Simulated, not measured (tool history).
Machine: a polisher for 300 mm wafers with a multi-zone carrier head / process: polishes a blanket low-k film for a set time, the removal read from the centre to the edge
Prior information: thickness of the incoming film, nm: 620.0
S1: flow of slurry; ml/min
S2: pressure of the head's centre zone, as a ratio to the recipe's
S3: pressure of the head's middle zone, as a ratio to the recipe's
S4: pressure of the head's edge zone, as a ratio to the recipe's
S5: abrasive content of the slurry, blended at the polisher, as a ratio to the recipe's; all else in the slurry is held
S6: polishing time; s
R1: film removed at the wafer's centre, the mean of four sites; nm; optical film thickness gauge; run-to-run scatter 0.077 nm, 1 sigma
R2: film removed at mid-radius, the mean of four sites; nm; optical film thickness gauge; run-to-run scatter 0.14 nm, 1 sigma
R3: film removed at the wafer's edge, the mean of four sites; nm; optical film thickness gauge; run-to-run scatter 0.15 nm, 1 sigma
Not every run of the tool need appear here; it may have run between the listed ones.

{"run": 1, "hour": 0.0, "S1": 220, "S2": 1.0, "S3": 1.0, "S4": 1.0, "S5": 1.0, "S6": 35, "R1": 15.41, "R2": 15.387, "R3": 15.452}
{"run": 2, "hour": 3.9, "S1": 220, "S2": 0.92, "S3": 1.0, "S4": 1.0, "S5": 1.0, "S6": 35, "R1": 14.224, "R2": 15.058, "R3": 15.574}
{"run": 3, "hour": 9.4, "S1": 205, "S2": 0.88, "S3": 0.99, "S4": 1.0, "S5": 0.95, "S6": 35, "R1": 13.148, "R2": 14.57, "R3": 14.914}
{"run": 4, "hour": 18.3, "S1": 190, "S2": 0.86, "S3": 0.97, "S4": 1.01, "S5": 0.95, "S6": 35, "R1": 12.777, "R2": 14.025, "R3": 15.102}
{"run": 5, "hour": 23.3, "S1": 180, "S2": 0.84, "S3": 0.97, "S4": 1.0, "S5": 0.9, "S6": 35, "R1": 11.929, "R2": 13.949, "R3": 14.377}
{"run": 6, "hour": 29.0, "S1": 180, "S2": 0.9, "S3": 0.97, "S4": 1.0, "S5": 0.9, "S6": 35, "R1": 12.733, "R2": 13.97, "R3": 14.624}
{"run": 7, "hour": 38.0, "S1": 170, "S2": 0.88, "S3": 0.95, "S4": 1.0, "S5": 0.9, "S6": 35, "R1": 12.459, "R2": 13.597, "R3": 14.326}
{"run": 8, "hour": 39.1, "S1": 160, "S2": 0.86, "S3": 0.94, "S4": 1.01, "S5": 0.9, "S6": 35, "R1": 12.017, "R2": 13.5, "R3": 14.131}
{"run": 9, "hour": 43.4, "S1": 155, "S2": 0.85, "S3": 0.93, "S4": 1.03, "S5": 0.9, "S6": 35, "R1": 11.809, "R2": 13.143, "R3": 14.464}

For run 10, what comes out?
{"run": 10, "hour": 51.9, "S1": 155, "S2": 0.85, "S3": 0.93, "S4": 1.03, "S5": 0.9, "S6": 35, "R1": "?", "R2": "?", "R3": "?"}

Run 10 gave R1 11.802 nm, R2 12.958 nm, R3 14.601 nm.

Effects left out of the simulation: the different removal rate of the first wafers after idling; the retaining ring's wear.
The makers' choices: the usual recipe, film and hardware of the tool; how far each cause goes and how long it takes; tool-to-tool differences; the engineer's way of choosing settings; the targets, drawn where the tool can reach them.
